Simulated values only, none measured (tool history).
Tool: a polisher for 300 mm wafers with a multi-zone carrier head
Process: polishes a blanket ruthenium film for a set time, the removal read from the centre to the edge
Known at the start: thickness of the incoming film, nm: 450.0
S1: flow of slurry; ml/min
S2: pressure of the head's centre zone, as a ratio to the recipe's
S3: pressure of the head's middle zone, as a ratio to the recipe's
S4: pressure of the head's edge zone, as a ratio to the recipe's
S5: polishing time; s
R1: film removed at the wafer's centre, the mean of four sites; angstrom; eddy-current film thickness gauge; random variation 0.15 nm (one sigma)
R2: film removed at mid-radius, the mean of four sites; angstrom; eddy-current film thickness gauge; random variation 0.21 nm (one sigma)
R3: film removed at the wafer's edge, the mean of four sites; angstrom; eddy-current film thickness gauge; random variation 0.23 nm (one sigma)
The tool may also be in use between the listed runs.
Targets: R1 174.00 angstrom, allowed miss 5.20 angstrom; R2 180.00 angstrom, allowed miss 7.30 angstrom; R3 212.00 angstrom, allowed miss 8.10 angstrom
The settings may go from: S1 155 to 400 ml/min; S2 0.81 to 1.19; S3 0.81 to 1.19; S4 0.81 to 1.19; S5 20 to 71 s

run	hour	S1	S2	S3	S4	S5	R1	R2	R3
1	0.0	255	1.00	1.00	1.00	45	371.30	333.18	332.81
2	1.0	255	1.00	1.00	0.95	45	378.15	341.43	326.20
3	6.7	250	0.97	0.99	0.98	42	339.31	313.43	311.96
4	14.1	245	0.95	0.98	0.99	39	306.09	283.52	288.43
# hour 19.4: centre zone pressure recalibrated
5	19.4	245	0.95	0.94	0.99	39	276.07	274.64	287.61
6	21.6	240	0.96	0.92	0.99	37	268.13	254.25	276.10
7	27.8	235	0.95	0.90	0.98	36	249.97	250.35	260.45
8	33.9	235	0.95	0.89	0.99	35	251.27	233.33	256.63
9	35.0	165	0.85	0.91	1.06	24	141.99	156.44	174.43
10	41.5	185	0.85	0.91	1.07	24	147.63	158.22	176.50
11	47.2	195	0.85	0.90	1.07	25	154.76	167.70	185.10
12	56.1	265	0.88	0.83	1.17	26	173.29	169.71	209.70
13	63.5	265	0.88	0.83	1.17	26	173.15	168.43	206.24

Which of these 4 next moves meets every target?
A	70.9	250	0.90	0.82	1.15	25	?	?	?
B	70.9	295	0.91	0.90	1.12	25	?	?	?
C	70.9	180	0.91	0.83	1.11	26	?	?	?
D	70.9	285	0.85	0.86	1.14	27	?	?	?

move	R1	R2	R3
A	168.72	159.50	197.73
B	174.39	175.53	198.05
C	167.51	159.13	194.80
D	175.05	181.96	215.10
A: further off than the last run
B: brings the result that was furthest off to its target, and leaves another outside
C: further off than the last run
D: meets every target
The right move is D.
